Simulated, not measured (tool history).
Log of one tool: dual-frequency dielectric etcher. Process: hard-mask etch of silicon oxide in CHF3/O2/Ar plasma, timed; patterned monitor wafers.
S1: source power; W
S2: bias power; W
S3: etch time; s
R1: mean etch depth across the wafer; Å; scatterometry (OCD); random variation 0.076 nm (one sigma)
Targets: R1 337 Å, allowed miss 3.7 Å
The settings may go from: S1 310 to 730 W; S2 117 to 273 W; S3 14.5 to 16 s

run	hour	S1	S2	S3	R1
1	0	520	195	16	311
2	5.8	550	196	16	317.85
3	6.5	500	196	16	305.02
4	8.7	530	197	16	314.82
5	17.4	530	197	16	313.73
6	17.9	530	197	16	314.08
7	19.5	550	198	16	318.14
8	21.7	570	199	16	324.6

Which of these 5 next moves meets every target?
A	23.9	600	198	16	?
B	23.9	670	164	15.5	?
C	23.9	590	243	15	?
D	23.9	570	201	15.5	?
E	23.9	630	223	15.5	?

move	R1
A	329.29
B	316.12
C	325.69
D	314.16
E	336.31
A: nearer than the last run, and not there yet
B: further off than the last run
C: nearer than the last run, and not there yet
D: further off than the last run
E: meets every target
Answer: E
